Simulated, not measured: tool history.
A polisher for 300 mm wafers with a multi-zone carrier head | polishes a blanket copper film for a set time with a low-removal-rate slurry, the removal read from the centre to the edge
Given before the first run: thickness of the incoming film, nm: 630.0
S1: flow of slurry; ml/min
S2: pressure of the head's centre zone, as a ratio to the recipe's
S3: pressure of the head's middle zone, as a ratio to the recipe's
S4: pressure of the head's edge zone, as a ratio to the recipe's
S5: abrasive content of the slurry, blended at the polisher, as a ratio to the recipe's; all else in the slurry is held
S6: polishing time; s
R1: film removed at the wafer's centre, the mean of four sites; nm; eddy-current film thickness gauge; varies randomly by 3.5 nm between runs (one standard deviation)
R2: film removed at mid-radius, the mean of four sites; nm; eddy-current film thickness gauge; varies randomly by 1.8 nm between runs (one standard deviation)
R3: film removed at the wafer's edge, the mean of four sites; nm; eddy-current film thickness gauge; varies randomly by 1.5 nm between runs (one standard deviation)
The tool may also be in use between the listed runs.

run 1 hour=0 | S1=190 S2=1 S3=1 S4=1 S5=1 S6=64 | R1=198.12 R2=198.74 R3=199.01
run 2 hour=4.8 | S1=190 S2=1 S3=1 S4=1 S5=0.9 S6=64 | R1=193.31 R2=197.86 R3=197.59
run 3 hour=10.3 | S1=155 S2=1 S3=1 S4=1 S5=0.9 S6=64 | R1=183.96 R2=188.07 R3=189.99
run 4 hour=17.3 | S1=165 S2=1.01 S3=1.01 S4=1.01 S5=0.9 S6=64 | R1=192.34 R2=195.41 R3=194.53
run 5 hour=24.5 | S1=165 S2=1.01 S3=1.01 S4=0.96 S5=0.9 S6=64 | R1=190.15 R2=190.23 R3=188.98
run 6 hour=28.4 | S1=205 S2=1.01 S3=1.01 S4=0.96 S5=0.9 S6=64 | R1=203.93 R2=199.97 R3=195.56

Run 7 is up next; what results do you expect?
run 7 hour=35.7 | S1=210 S2=1.02 S3=1.01 S4=0.97 S5=0.9 S6=64 | R1=? R2=? R3=?

Logged for run 7: R1 201.24 nm, R2 200.6 nm, R3 197.61 nm.
